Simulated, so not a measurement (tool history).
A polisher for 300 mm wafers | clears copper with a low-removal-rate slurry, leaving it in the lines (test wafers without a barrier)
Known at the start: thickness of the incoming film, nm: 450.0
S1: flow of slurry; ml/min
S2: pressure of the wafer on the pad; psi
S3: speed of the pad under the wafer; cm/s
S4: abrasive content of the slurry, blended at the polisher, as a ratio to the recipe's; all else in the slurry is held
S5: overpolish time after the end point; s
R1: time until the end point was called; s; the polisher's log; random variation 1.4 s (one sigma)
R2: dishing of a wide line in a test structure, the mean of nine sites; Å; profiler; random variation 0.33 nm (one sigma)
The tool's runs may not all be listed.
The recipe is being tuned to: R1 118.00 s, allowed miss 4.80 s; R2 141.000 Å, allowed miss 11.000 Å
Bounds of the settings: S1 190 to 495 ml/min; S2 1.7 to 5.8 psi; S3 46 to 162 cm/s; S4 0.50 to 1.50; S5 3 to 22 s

run 1 hour=0.0 | S1=320 S2=3.7 S3=104 S4=1.00 S5=11 | R1=130.86 R2=322.080
run 2 hour=2.9 | S1=320 S2=3.7 S3=104 S4=1.00 S5=13 | R1=131.87 R2=367.460
run 3 hour=5.1 | S1=320 S2=3.7 S3=104 S4=1.10 S5=13 | R1=129.67 R2=375.480
run 4 hour=5.9 | S1=320 S2=3.6 S3=106 S4=1.10 S5=11 | R1=127.32 R2=314.760
run 5 hour=7.2 | S1=320 S2=3.6 S3=106 S4=0.95 S5=11 | R1=133.33 R2=314.930
run 6 hour=10.1 | S1=320 S2=3.6 S3=92 S4=0.95 S5=11 | R1=151.45 R2=284.950
run 7 hour=12.9 | S1=310 S2=3.5 S3=98 S4=1.05 S5=9 | R1=145.62 R2=258.130
run 8 hour=15.8 | S1=400 S2=4.5 S3=92 S4=0.80 S5=3 | R1=127.27 R2=98.577
run 9 hour=24.6 | S1=380 S2=4.5 S3=92 S4=0.80 S5=3 | R1=132.99 R2=99.888
run 10 hour=28.9 | S1=370 S2=4.6 S3=92 S4=0.80 S5=3 | R1=128.49 R2=98.223
run 11 hour=37.2 | S1=365 S2=4.6 S3=94 S4=0.80 S5=3 | R1=122.64 R2=101.680
run 12 hour=41.6 | S1=365 S2=4.6 S3=94 S4=0.85 S5=3 | R1=122.17 R2=99.686
run 13 hour=42.6 | S1=365 S2=4.6 S3=96 S4=0.85 S5=3 | R1=121.00 R2=102.980
run 14 hour=45.9 | S1=365 S2=4.7 S3=96 S4=0.85 S5=7 | R1=121.16 R2=234.010
run 15 hour=49.2 | S1=365 S2=4.6 S3=98 S4=0.85 S5=7 | R1=119.59 R2=232.010
run 16 hour=50.7 | S1=365 S2=4.5 S3=100 S4=0.90 S5=7 | R1=118.42 R2=234.860
run 17 hour=52.9 | S1=350 S2=4.5 S3=102 S4=0.85 S5=7 | R1=116.84 R2=234.910
run 18 hour=59.2 | S1=360 S2=4.4 S3=102 S4=0.90 S5=7 | R1=119.95 R2=234.520
run 19 hour=62.2 | S1=270 S2=4.8 S3=102 S4=0.65 S5=3 | R1=119.47 R2=109.510

Below are 4 possible settings for the next run. Only one of them brings all results inside the allowed miss of their targets. Which is it?
run A hour=65.2 | S1=220 S2=4.6 S3=110 S4=0.50 S5=5 | R1=? R2=?
run B hour=65.2 | S1=285 S2=5.8 S3=82 S4=0.65 S5=3 | R1=? R2=?
run C hour=65.2 | S1=290 S2=4.5 S3=102 S4=0.70 S5=5 | R1=? R2=?
run D hour=65.2 | S1=255 S2=4.7 S3=106 S4=0.65 S5=4 | R1=? R2=?

move=A R1=119.71 R2=174.470
move=B R1=124.03 R2=103.790
move=C R1=121.55 R2=171.930
move=D R1=115.96 R2=145.620
A: moves the result that the last run missed by most past its target, out the other side
B: the biggest miss grows against the last run
C: moves the result that the last run missed by most past its target, out the other side
D: each result inside its tolerance
D is the move that brings every result within its allowed miss.

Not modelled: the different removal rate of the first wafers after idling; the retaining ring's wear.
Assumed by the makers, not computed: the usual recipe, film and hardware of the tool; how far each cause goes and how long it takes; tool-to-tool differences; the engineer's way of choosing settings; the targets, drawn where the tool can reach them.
